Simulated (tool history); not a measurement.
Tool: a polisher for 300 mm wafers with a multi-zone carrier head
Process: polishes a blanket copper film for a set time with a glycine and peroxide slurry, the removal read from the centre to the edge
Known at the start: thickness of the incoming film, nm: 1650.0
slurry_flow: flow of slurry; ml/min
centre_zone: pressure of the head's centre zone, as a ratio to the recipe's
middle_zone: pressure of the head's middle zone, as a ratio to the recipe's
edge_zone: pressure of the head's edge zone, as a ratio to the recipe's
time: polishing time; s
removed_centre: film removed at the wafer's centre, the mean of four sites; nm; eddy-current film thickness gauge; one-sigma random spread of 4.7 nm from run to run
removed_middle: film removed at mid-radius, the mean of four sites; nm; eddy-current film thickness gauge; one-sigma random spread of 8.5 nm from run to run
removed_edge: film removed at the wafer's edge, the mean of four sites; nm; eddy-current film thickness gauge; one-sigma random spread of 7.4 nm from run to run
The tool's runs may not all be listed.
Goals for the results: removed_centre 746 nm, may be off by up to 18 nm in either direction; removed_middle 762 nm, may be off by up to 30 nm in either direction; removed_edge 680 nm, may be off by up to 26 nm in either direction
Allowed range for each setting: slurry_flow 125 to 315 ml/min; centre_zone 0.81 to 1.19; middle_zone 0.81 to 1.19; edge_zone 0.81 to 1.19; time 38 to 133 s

run,hour,slurry_flow,centre_zone,middle_zone,edge_zone,time,removed_centre,removed_middle,removed_edge
1,0,205,1,1,1,85,456.29,444.03,460.51
2,2.2,205,1.08,1,1,85,486.46,446.74,460.44
3,5.6,215,1.09,1.03,1.01,90,527.94,497.17,489.21
4,14,215,1.09,0.96,1.01,90,531.66,457.39,504.66
5,14.9,215,1.09,0.96,1.04,90,532.81,462.23,510.94
# hour 17.2: slurry nozzle cleaned
6,17.2,215,1.12,0.96,1.04,90,559.66,487.92,515.17
7,22.9,265,1.19,1.06,1.14,108,739.21,667.01,662.22
8,23.4,270,1.19,1.08,1.14,108,739.61,661.96,670.1
9,27.8,265,1.18,1.1,1.12,110,747.91,685.34,679.11
10,33.7,270,1.17,1.12,1.1,111,755.31,696.03,680.67
11,34.6,260,1.17,1.13,1.1,112,759.28,711.96,676.7
12,40.9,255,1.17,1.14,1.1,113,761.08,719.82,692.56
13,49.6,255,1.16,1.15,1.08,114,759.59,717.42,678.86

Which one of the following 5 next-run settings gets every result inside its allowed miss? There is exactly one.
A,58.3,275,1.16,1.19,1.06,119,?,?,?
B,58.3,210,1.15,1.19,1.08,117,?,?,?
C,58.3,275,1.17,1.06,1.12,109,?,?,?
D,58.3,235,1.13,0.98,1.11,115,?,?,?
E,58.3,250,1.11,1.1,1.07,115,?,?,?

move,removed_centre,removed_middle,removed_edge
A,802.03,800.02,714.52
B,751.93,759.52,690.65
C,740.34,663.39,674.05
D,738.02,642.67,698.51
E,731.88,714.65,688.72
A: pushes the last run's worst result past its target
B: all results in spec
C: lands further from the targets than the last run did
D: lands further from the targets than the last run did
E: lands further from the targets than the last run did
Correct choice: B, which meets every target
